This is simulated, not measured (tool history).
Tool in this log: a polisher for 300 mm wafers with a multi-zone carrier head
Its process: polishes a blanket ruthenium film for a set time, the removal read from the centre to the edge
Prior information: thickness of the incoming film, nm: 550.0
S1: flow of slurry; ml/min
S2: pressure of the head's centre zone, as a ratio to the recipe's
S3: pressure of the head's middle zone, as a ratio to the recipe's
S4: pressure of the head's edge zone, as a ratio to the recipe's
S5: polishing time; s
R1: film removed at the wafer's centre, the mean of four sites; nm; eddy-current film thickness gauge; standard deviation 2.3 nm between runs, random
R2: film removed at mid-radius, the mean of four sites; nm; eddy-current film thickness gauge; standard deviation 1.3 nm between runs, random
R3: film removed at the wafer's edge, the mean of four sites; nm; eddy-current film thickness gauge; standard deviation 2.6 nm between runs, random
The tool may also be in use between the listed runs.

run	hour	S1	S2	S3	S4	S5	R1	R2	R3
1	0.0	305	1.00	1.00	1.00	85	147.74	141.87	141.39
2	4.9	340	1.00	1.00	1.00	85	147.88	143.57	141.35
3	5.8	340	0.92	1.00	1.00	85	137.39	143.00	143.92
4	9.4	335	0.91	1.00	1.03	90	144.42	153.12	153.30
5	11.4	335	0.91	1.00	1.10	90	137.85	154.75	161.42
6	13.2	300	0.91	1.00	1.10	90	142.30	152.20	156.88
7	17.7	320	0.93	1.00	1.12	93	151.11	157.70	164.33

Estimate the outcome of run 8 from the log above:
# hour 21.8: edge zone pressure recalibrated
8	21.8	335	0.93	1.00	1.14	96	?	?	?

Run 8 came out at R1 156.49 nm, R2 166.13 nm, R3 174.15 nm.

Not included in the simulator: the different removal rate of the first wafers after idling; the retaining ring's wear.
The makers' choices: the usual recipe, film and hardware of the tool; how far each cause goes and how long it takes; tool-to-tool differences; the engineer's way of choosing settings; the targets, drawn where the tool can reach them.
